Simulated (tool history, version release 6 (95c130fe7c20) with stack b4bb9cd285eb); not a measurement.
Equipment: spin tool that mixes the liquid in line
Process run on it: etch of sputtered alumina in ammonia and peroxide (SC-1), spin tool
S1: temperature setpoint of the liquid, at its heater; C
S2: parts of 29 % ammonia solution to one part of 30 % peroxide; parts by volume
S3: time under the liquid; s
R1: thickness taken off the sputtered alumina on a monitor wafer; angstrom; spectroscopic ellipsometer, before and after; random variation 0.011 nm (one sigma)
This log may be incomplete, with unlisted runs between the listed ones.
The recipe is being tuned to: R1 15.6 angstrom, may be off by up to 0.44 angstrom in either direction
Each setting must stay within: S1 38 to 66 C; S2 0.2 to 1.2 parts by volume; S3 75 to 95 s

run	day	S1	S2	S3	R1
1	0	50	1	95	30.829
2	0.158	50	1.2	95	31.155
3	0.288	50	1.2	95	31.447
4	0.617	49	1.2	95	29.779
5	0.975	48	1.2	95	28.02
6	1.179	48	1.2	95	27.785
7	1.554	47	1.2	95	26.473
8	1.758	46	1.2	95	25.048
9	2.042	45	1.2	95	23.783
10	2.121	44.5	1.2	95	23.081
11	2.433	44	1.2	95	22.349
12	2.504	43.5	1.2	95	21.806
13	2.825	43.5	1.2	95	21.611
14	3.079	43	1.2	95	20.995
15	3.3	42.5	1.2	95	20.448
16	3.6	38	1.1	90	14.598

5 candidate next runs follow, results not yet known. Just one meets every target within its allowed miss. Identify it.
A	3.9	38	1.2	90	?
B	3.9	38	1.2	95	?
C	3.9	38	1.2	75	?
D	3.9	38	0.75	85	?
E	3.9	41	0.9	75	?

move	R1
A	14.777
B	15.597
C	12.314
D	13.341
E	14.307
A: an improvement on the last run, though not all results are within tolerance
B: every result lands within tolerance
C: its largest miss is bigger than the last run's
D: its largest miss is bigger than the last run's
E: its largest miss is bigger than the last run's
Correct choice: B, which meets every target

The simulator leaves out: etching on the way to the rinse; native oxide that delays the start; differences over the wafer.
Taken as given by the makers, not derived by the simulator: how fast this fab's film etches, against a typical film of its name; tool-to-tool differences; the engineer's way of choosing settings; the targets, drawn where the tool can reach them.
